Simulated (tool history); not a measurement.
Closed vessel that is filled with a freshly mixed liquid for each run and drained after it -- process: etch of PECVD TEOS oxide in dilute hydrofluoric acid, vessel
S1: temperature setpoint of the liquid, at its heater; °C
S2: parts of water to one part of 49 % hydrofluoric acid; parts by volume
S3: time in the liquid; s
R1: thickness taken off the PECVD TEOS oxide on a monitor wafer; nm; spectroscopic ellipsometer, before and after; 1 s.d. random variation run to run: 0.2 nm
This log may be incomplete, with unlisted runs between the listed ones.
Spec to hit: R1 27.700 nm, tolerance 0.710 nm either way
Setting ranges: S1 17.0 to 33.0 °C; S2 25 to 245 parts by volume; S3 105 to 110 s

Run 1, hour 0.0: S1 25.0 °C, S2 135 parts by volume, S3 105 s. Result: R1 11.128 nm.
Run 2, hour 8.2: S1 25.0 °C, S2 135 parts by volume, S3 110 s. Result: R1 11.497 nm.
Run 3, hour 14.3: S1 25.0 °C, S2 135 parts by volume, S3 105 s. Result: R1 11.036 nm.
Run 4, hour 17.7: S1 26.5 °C, S2 120 parts by volume, S3 105 s. Result: R1 13.449 nm.
Run 5, hour 18.3: S1 26.5 °C, S2 90 parts by volume, S3 105 s. Result: R1 18.448 nm.
Run 6, hour 21.1: S1 27.5 °C, S2 85 parts by volume, S3 105 s. Result: R1 20.554 nm.
Run 7, hour 23.1: S1 27.5 °C, S2 85 parts by volume, S3 105 s. Result: R1 20.705 nm.
Run 8, hour 29.0: S1 28.5 °C, S2 85 parts by volume, S3 105 s. Result: R1 21.383 nm.
Run 9, hour 37.2: S1 32.5 °C, S2 70 parts by volume, S3 105 s. Result: R1 31.065 nm.
Run 10, hour 40.2: S1 32.5 °C, S2 70 parts by volume, S3 105 s. Result: R1 31.163 nm.
Run 11, hour 41.5: S1 32.0 °C, S2 70 parts by volume, S3 105 s. Result: R1 30.590 nm.
Run 12, hour 46.5: S1 31.5 °C, S2 70 parts by volume, S3 105 s. Result: R1 29.693 nm.
Run 13, hour 53.5: S1 31.0 °C, S2 70 parts by volume, S3 105 s. Result: R1 29.045 nm.
Run 14, hour 61.8: S1 30.5 °C, S2 70 parts by volume, S3 105 s. Result: R1 28.773 nm.

4 next moves are on the table. One of them brings every result within its allowed miss. Which?
Run A, hour 70.1: S1 30.0 °C, S2 70 parts by volume, S3 110 s. Result: R1 ?.
Run B, hour 70.1: S1 30.5 °C, S2 70 parts by volume, S3 110 s. Result: R1 ?.
Run C, hour 70.1: S1 31.0 °C, S2 70 parts by volume, S3 105 s. Result: R1 ?.
Run D, hour 70.1: S1 27.5 °C, S2 65 parts by volume, S3 105 s. Result: R1 ?.

move      R1
   A  29.759
   B  30.339
   C  29.522
   D  27.928
A: moves away from the targets compared with the last run
B: moves away from the targets compared with the last run
C: moves away from the targets compared with the last run
D: hits every target within its allowed miss
Correct choice: D, which meets every target
